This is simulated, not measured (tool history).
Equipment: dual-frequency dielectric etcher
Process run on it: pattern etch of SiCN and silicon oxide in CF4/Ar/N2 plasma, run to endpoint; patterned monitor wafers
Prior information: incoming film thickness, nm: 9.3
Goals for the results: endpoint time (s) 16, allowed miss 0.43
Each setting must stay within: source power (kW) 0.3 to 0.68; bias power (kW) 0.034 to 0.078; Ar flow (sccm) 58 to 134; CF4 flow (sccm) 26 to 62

{"run": 1, "day": 0.0, "source power (kW)": 0.49, "bias power (kW)": 0.056, "Ar flow (sccm)": 96, "CF4 flow (sccm)": 44, "endpoint time (s)": 12.942}
{"run": 2, "day": 0.096, "source power (kW)": 0.48, "bias power (kW)": 0.056, "Ar flow (sccm)": 96, "CF4 flow (sccm)": 44, "endpoint time (s)": 13.122}
{"run": 3, "day": 0.296, "source power (kW)": 0.48, "bias power (kW)": 0.048, "Ar flow (sccm)": 96, "CF4 flow (sccm)": 44, "endpoint time (s)": 14.115}
{"run": 4, "day": 0.567, "source power (kW)": 0.48, "bias power (kW)": 0.048, "Ar flow (sccm)": 82, "CF4 flow (sccm)": 44, "endpoint time (s)": 13.744}
{"run": 5, "day": 0.821, "source power (kW)": 0.48, "bias power (kW)": 0.048, "Ar flow (sccm)": 89, "CF4 flow (sccm)": 44, "endpoint time (s)": 13.936}
{"run": 6, "day": 1.121, "source power (kW)": 0.47, "bias power (kW)": 0.048, "Ar flow (sccm)": 89, "CF4 flow (sccm)": 44, "endpoint time (s)": 14.172}
{"run": 7, "day": 1.446, "source power (kW)": 0.46, "bias power (kW)": 0.048, "Ar flow (sccm)": 89, "CF4 flow (sccm)": 44, "endpoint time (s)": 14.255}
{"run": 8, "day": 1.658, "source power (kW)": 0.46, "bias power (kW)": 0.048, "Ar flow (sccm)": 89, "CF4 flow (sccm)": 44, "endpoint time (s)": 14.214}
{"run": 9, "day": 1.954, "source power (kW)": 0.45, "bias power (kW)": 0.048, "Ar flow (sccm)": 89, "CF4 flow (sccm)": 44, "endpoint time (s)": 14.417}
{"run": 10, "day": 2.117, "source power (kW)": 0.44, "bias power (kW)": 0.048, "Ar flow (sccm)": 89, "CF4 flow (sccm)": 44, "endpoint time (s)": 14.729}
{"run": 11, "day": 2.417, "source power (kW)": 0.43, "bias power (kW)": 0.048, "Ar flow (sccm)": 89, "CF4 flow (sccm)": 44, "endpoint time (s)": 14.833}
{"run": 12, "day": 2.721, "source power (kW)": 0.42, "bias power (kW)": 0.048, "Ar flow (sccm)": 89, "CF4 flow (sccm)": 44, "endpoint time (s)": 15.114}
{"run": 13, "day": 2.921, "source power (kW)": 0.4, "bias power (kW)": 0.048, "Ar flow (sccm)": 89, "CF4 flow (sccm)": 44, "endpoint time (s)": 15.547}

Next run, 4 choices. One meets every target within its allowed miss, the rest don't. Which?
{"run": "A", "day": 3.121, "source power (kW)": 0.43, "bias power (kW)": 0.048, "Ar flow (sccm)": 97, "CF4 flow (sccm)": 45, "endpoint time (s)": "?"}
{"run": "B", "day": 3.121, "source power (kW)": 0.4, "bias power (kW)": 0.051, "Ar flow (sccm)": 84, "CF4 flow (sccm)": 46, "endpoint time (s)": "?"}
{"run": "C", "day": 3.121, "source power (kW)": 0.43, "bias power (kW)": 0.05, "Ar flow (sccm)": 97, "CF4 flow (sccm)": 43, "endpoint time (s)": "?"}
{"run": "D", "day": 3.121, "source power (kW)": 0.32, "bias power (kW)": 0.06, "Ar flow (sccm)": 97, "CF4 flow (sccm)": 45, "endpoint time (s)": "?"}

move=A endpoint_time_(s)=15.055
move=B endpoint_time_(s)=14.942
move=C endpoint_time_(s)=14.898
move=D endpoint_time_(s)=15.99
A: misses by more than the last run did
B: misses by more than the last run did
C: misses by more than the last run did
D: meets every target
The right move is D.
